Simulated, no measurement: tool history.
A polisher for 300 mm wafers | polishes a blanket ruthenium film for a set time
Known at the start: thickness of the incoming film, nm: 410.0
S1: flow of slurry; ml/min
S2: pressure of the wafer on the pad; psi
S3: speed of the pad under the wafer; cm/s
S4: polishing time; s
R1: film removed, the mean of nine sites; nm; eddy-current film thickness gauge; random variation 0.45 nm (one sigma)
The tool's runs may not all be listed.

Run 1, hour 0: S1 145 ml/min, S2 1.9 psi, S3 118 cm/s, S4 98 s. Result: R1 111.2 nm.
Run 2, hour 4.1: S1 145 ml/min, S2 1.9 psi, S3 118 cm/s, S4 103 s. Result: R1 117.15 nm.
Run 3, hour 8.5: S1 140 ml/min, S2 1.8 psi, S3 116 cm/s, S4 103 s. Result: R1 111.38 nm.
Run 4, hour 13: S1 140 ml/min, S2 1.7 psi, S3 112 cm/s, S4 103 s. Result: R1 101.4 nm.
Run 5, hour 14.6: S1 140 ml/min, S2 1.7 psi, S3 102 cm/s, S4 103 s. Result: R1 94.583 nm.
Run 6, hour 20.8: S1 170 ml/min, S2 1.7 psi, S3 102 cm/s, S4 103 s. Result: R1 98.588 nm.
Run 7, hour 21.5: S1 165 ml/min, S2 1.6 psi, S3 100 cm/s, S4 103 s. Result: R1 89.941 nm.
Run 8, hour 29: S1 160 ml/min, S2 1.5 psi, S3 98 cm/s, S4 103 s. Result: R1 84.313 nm.
Run 9, hour 33.2: S1 155 ml/min, S2 1.4 psi, S3 96 cm/s, S4 103 s. Result: R1 78.501 nm.
Run 10, hour 36: S1 150 ml/min, S2 1.3 psi, S3 96 cm/s, S4 103 s. Result: R1 72.542 nm.
Run 11, hour 37.4: S1 145 ml/min, S2 1.3 psi, S3 96 cm/s, S4 103 s. Result: R1 74.129 nm.
Run 12, hour 39.2: S1 145 ml/min, S2 1.3 psi, S3 94 cm/s, S4 103 s. Result: R1 71.786 nm.
Run 13, hour 43.2: S1 140 ml/min, S2 1.3 psi, S3 94 cm/s, S4 103 s. Result: R1 72.621 nm.

Run 14 comes next. What will it give?
Run 14, hour 44.2: S1 140 ml/min, S2 1.1 psi, S3 90 cm/s, S4 103 s. Result: R1 ?.

Run 14 gave R1 61.217 nm.

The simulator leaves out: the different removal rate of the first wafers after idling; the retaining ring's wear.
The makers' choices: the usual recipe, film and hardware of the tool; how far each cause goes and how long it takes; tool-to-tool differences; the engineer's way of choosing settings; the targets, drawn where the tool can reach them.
